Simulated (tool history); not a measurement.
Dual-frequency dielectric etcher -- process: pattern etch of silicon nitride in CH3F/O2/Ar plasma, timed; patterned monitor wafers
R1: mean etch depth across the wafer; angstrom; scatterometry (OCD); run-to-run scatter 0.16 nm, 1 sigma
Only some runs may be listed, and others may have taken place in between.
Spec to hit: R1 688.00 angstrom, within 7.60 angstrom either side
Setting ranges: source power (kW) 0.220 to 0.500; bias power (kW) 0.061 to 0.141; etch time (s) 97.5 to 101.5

{"run": 1, "hour": 0.0, "source power (kW)": 0.36, "bias power (kW)": 0.101, "etch time (s)": 97.5, "R1": 736.5}
{"run": 2, "hour": 5.0, "source power (kW)": 0.38, "bias power (kW)": 0.101, "etch time (s)": 97.5, "R1": 749.5}
{"run": 3, "hour": 7.1, "source power (kW)": 0.38, "bias power (kW)": 0.111, "etch time (s)": 97.5, "R1": 787.65}
{"run": 4, "hour": 11.7, "source power (kW)": 0.34, "bias power (kW)": 0.11, "etch time (s)": 97.5, "R1": 751.46}
{"run": 5, "hour": 15.2, "source power (kW)": 0.34, "bias power (kW)": 0.11, "etch time (s)": 101.5, "R1": 780.58}
{"run": 6, "hour": 21.5, "source power (kW)": 0.31, "bias power (kW)": 0.11, "etch time (s)": 101.5, "R1": 756.82}
{"run": 7, "hour": 29.5, "source power (kW)": 0.29, "bias power (kW)": 0.11, "etch time (s)": 101.5, "R1": 740.88}
{"run": 8, "hour": 35.8, "source power (kW)": 0.27, "bias power (kW)": 0.11, "etch time (s)": 101.5, "R1": 721.66}
{"run": 9, "hour": 40.2, "source power (kW)": 0.26, "bias power (kW)": 0.11, "etch time (s)": 101.5, "R1": 708.38}
{"run": 10, "hour": 41.1, "source power (kW)": 0.25, "bias power (kW)": 0.11, "etch time (s)": 101.5, "R1": 699.87}

Which one of the following 4 next-run settings gets every result inside its allowed miss? There is exactly one.
{"run": "A", "hour": 42.0, "source power (kW)": 0.23, "bias power (kW)": 0.11, "etch time (s)": 100.0, "R1": "?"}
{"run": "B", "hour": 42.0, "source power (kW)": 0.26, "bias power (kW)": 0.108, "etch time (s)": 99.5, "R1": "?"}
{"run": "C", "hour": 42.0, "source power (kW)": 0.24, "bias power (kW)": 0.121, "etch time (s)": 99.5, "R1": "?"}
{"run": "D", "hour": 42.0, "source power (kW)": 0.26, "bias power (kW)": 0.114, "etch time (s)": 100.5, "R1": "?"}

move=A R1=670.66
move=B R1=691.27
move=C R1=710.80
move=D R1=717.38
A: the result that was furthest off in the last run now lies on the other side of its target
B: meets every target
C: misses by more than the last run did
D: misses by more than the last run did
The move that meets every target is B.
